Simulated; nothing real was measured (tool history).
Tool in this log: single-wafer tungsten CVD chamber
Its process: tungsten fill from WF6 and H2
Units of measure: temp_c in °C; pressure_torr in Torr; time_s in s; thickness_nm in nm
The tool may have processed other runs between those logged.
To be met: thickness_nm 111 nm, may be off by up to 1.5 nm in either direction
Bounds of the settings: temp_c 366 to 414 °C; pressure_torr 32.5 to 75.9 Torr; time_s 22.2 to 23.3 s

{"run": 1, "day": 0.0, "temp_c": 390, "pressure_torr": 54.2, "time_s": 23.3, "thickness_nm": 79.77}
{"run": 2, "day": 0.108, "temp_c": 395, "pressure_torr": 54.3, "time_s": 23.3, "thickness_nm": 89.309}
{"run": 3, "day": 0.408, "temp_c": 398, "pressure_torr": 54.4, "time_s": 23.3, "thickness_nm": 95.193}
{"run": 4, "day": 0.554, "temp_c": 398, "pressure_torr": 54.4, "time_s": 23.3, "thickness_nm": 95.669}
{"run": 5, "day": 0.817, "temp_c": 394, "pressure_torr": 54.4, "time_s": 23.3, "thickness_nm": 87.482}
{"run": 6, "day": 0.925, "temp_c": 394, "pressure_torr": 59, "time_s": 23.3, "thickness_nm": 90.412}
{"run": 7, "day": 1.054, "temp_c": 397, "pressure_torr": 59.1, "time_s": 23.3, "thickness_nm": 96.333}
{"run": 8, "day": 1.312, "temp_c": 399, "pressure_torr": 59.2, "time_s": 23.3, "thickness_nm": 100.79}
{"run": 9, "day": 1.35, "temp_c": 400, "pressure_torr": 59.2, "time_s": 23.3, "thickness_nm": 102.16}
{"run": 10, "day": 1.525, "temp_c": 401, "pressure_torr": 59.2, "time_s": 23.3, "thickness_nm": 105.04}

Of the 5 settings listed for the next run, only one would bring every result within its allowed miss of target. Which one?
{"run": "A", "day": 1.7, "temp_c": 407, "pressure_torr": 54.3, "time_s": 23.3, "thickness_nm": "?"}
{"run": "B", "day": 1.7, "temp_c": 403, "pressure_torr": 58.4, "time_s": 23.3, "thickness_nm": "?"}
{"run": "C", "day": 1.7, "temp_c": 407, "pressure_torr": 58.9, "time_s": 23, "thickness_nm": "?"}
{"run": "D", "day": 1.7, "temp_c": 407, "pressure_torr": 49.4, "time_s": 23.3, "thickness_nm": "?"}
{"run": "E", "day": 1.7, "temp_c": 407, "pressure_torr": 51, "time_s": 22.2, "thickness_nm": "?"}

move=A thickness_nm=114.2
move=B thickness_nm=108.29
move=C thickness_nm=116.13
move=D thickness_nm=110.35
move=E thickness_nm=106.35
A: pushes the last run's worst result past its target
B: better than the last run, though not everything is in spec
C: pushes the last run's worst result past its target
D: in spec on every target
E: better than the last run, though not everything is in spec
The move that meets every target is D.
